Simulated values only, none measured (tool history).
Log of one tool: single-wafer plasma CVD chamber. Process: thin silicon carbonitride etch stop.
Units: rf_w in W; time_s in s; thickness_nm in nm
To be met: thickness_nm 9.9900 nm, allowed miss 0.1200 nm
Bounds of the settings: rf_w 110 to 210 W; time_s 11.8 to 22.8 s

Run 1, hour 0.0: rf_w 160 W, time_s 17.3 s. Result: thickness_nm 9.2069 nm.
Run 2, hour 1.6: rf_w 165 W, time_s 17.3 s. Result: thickness_nm 9.3235 nm.
Run 3, hour 9.5: rf_w 145 W, time_s 17.3 s. Result: thickness_nm 8.7976 nm.
Run 4, hour 12.3: rf_w 145 W, time_s 18.8 s. Result: thickness_nm 9.5037 nm.
Run 5, hour 13.2: rf_w 150 W, time_s 18.8 s. Result: thickness_nm 9.7014 nm.
Run 6, hour 19.2: rf_w 150 W, time_s 16.7 s. Result: thickness_nm 8.6089 nm.
Run 7, hour 27.6: rf_w 160 W, time_s 16.7 s. Result: thickness_nm 8.9052 nm.
Run 8, hour 30.0: rf_w 185 W, time_s 16.9 s. Result: thickness_nm 9.5794 nm.
Run 9, hour 33.4: rf_w 195 W, time_s 16.9 s. Result: thickness_nm 9.7618 nm.
Run 10, hour 42.0: rf_w 200 W, time_s 16.9 s. Result: thickness_nm 9.7749 nm.

4 next moves are on the table. One of them brings every result within its allowed miss. Which?
Run A, hour 50.6: rf_w 195 W, time_s 17.3 s. Result: thickness_nm ?.
Run B, hour 50.6: rf_w 205 W, time_s 16.4 s. Result: thickness_nm ?.
Run C, hour 50.6: rf_w 210 W, time_s 16.3 s. Result: thickness_nm ?.
Run D, hour 50.6: rf_w 190 W, time_s 16.6 s. Result: thickness_nm ?.

move  thickness_nm
   A        9.9323
   B        9.6019
   C        9.6328
   D        9.4328
A: meets every target
B: further off than the last run
C: further off than the last run
D: further off than the last run
Move A is the one to make.
